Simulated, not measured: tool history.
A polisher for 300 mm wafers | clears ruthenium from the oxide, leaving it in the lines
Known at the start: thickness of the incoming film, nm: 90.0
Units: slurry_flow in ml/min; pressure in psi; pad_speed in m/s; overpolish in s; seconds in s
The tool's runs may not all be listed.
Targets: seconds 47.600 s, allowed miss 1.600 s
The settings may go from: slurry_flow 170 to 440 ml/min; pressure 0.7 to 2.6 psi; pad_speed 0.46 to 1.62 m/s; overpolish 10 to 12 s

{"run": 1, "hour": 0.0, "slurry_flow": 280, "pressure": 1.6, "pad_speed": 1.04, "overpolish": 12, "seconds": 80.547}
{"run": 2, "hour": 0.9, "slurry_flow": 280, "pressure": 1.9, "pad_speed": 1.04, "overpolish": 12, "seconds": 71.36}
{"run": 3, "hour": 7.5, "slurry_flow": 280, "pressure": 2.1, "pad_speed": 1.08, "overpolish": 12, "seconds": 63.424}
{"run": 4, "hour": 14.5, "slurry_flow": 280, "pressure": 2.3, "pad_speed": 1.1, "overpolish": 12, "seconds": 58.261}
{"run": 5, "hour": 16.9, "slurry_flow": 210, "pressure": 2.3, "pad_speed": 1.1, "overpolish": 12, "seconds": 60.36}
{"run": 6, "hour": 19.3, "slurry_flow": 210, "pressure": 2.3, "pad_speed": 1.26, "overpolish": 12, "seconds": 52.756}
{"run": 7, "hour": 20.0, "slurry_flow": 225, "pressure": 2.4, "pad_speed": 1.26, "overpolish": 12, "seconds": 50.677}
{"run": 8, "hour": 21.7, "slurry_flow": 235, "pressure": 2.4, "pad_speed": 1.26, "overpolish": 12, "seconds": 50.057}
{"run": 9, "hour": 27.5, "slurry_flow": 240, "pressure": 2.4, "pad_speed": 1.26, "overpolish": 12, "seconds": 50.248}
{"run": 10, "hour": 34.0, "slurry_flow": 245, "pressure": 2.4, "pad_speed": 1.26, "overpolish": 12, "seconds": 50.166}
{"run": 11, "hour": 36.5, "slurry_flow": 250, "pressure": 2.4, "pad_speed": 1.26, "overpolish": 12, "seconds": 50.139}
{"run": 12, "hour": 43.8, "slurry_flow": 255, "pressure": 2.4, "pad_speed": 1.26, "overpolish": 12, "seconds": 50.025}

Which of these 5 next moves meets every target?
{"run": "A", "hour": 51.1, "slurry_flow": 240, "pressure": 2.4, "pad_speed": 1.2, "overpolish": 12, "seconds": "?"}
{"run": "B", "hour": 51.1, "slurry_flow": 200, "pressure": 2.2, "pad_speed": 1.32, "overpolish": 12, "seconds": "?"}
{"run": "C", "hour": 51.1, "slurry_flow": 230, "pressure": 2.4, "pad_speed": 1.2, "overpolish": 11, "seconds": "?"}
{"run": "D", "hour": 51.1, "slurry_flow": 250, "pressure": 2.2, "pad_speed": 1.24, "overpolish": 12, "seconds": "?"}
{"run": "E", "hour": 51.1, "slurry_flow": 270, "pressure": 2.4, "pad_speed": 1.32, "overpolish": 12, "seconds": "?"}

move=A seconds=51.812
move=B seconds=51.251
move=C seconds=51.967
move=D seconds=53.617
move=E seconds=46.834
A: further off than the last run
B: further off than the last run
C: further off than the last run
D: further off than the last run
E: meets every target
Answer: E
